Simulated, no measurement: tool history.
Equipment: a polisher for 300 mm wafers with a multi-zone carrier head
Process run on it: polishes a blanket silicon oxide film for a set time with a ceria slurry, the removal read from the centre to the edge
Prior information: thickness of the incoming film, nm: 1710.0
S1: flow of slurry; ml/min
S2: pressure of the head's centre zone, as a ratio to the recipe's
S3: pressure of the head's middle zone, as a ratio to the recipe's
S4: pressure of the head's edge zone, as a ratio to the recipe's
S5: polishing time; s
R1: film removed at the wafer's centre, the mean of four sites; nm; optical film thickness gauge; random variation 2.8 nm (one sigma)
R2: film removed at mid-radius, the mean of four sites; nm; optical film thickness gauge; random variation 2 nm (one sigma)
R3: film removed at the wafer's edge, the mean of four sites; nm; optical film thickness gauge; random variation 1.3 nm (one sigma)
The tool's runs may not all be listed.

| run | hour | S1 | S2 | S3 | S4 | S5 | R1 | R2 | R3 |
|---|---|---|---|---|---|---|---|---|---|
| 1 | 0 | 230 | 1 | 1 | 1 | 58 | 157.81 | 146.49 | 154.66 |
| 2 | 6.8 | 235 | 1.02 | 0.99 | 1.02 | 59 | 161.87 | 148.18 | 157.72 |
| 3 | 15 | 235 | 1.04 | 0.98 | 1.03 | 61 | 168.07 | 152.59 | 164.6 |
| 4 | 16.3 | 275 | 1.04 | 0.98 | 1.03 | 61 | 170.9 | 152.99 | 166.32 |
| 5 | 21.3 | 275 | 1.04 | 0.98 | 0.99 | 61 | 174.07 | 152.33 | 162.07 |
| 6 | 29.8 | 275 | 1.08 | 0.98 | 0.99 | 61 | 182.25 | 157.23 | 163.76 |
| 7 | 32.7 | 275 | 1.09 | 0.97 | 1 | 62 | 183.9 | 157.23 | 166.51 |

What does the tool deliver on the next run?
|  | 34.5 | worn pad replaced by a new one |
| 8 | 34.5 | 280 | 1.1 | 0.96 | 1.01 | 63 | ? | ? | ? |

For run 8 the tool returned R1 209.21 nm, R2 172.07 nm, R3 186.92 nm.
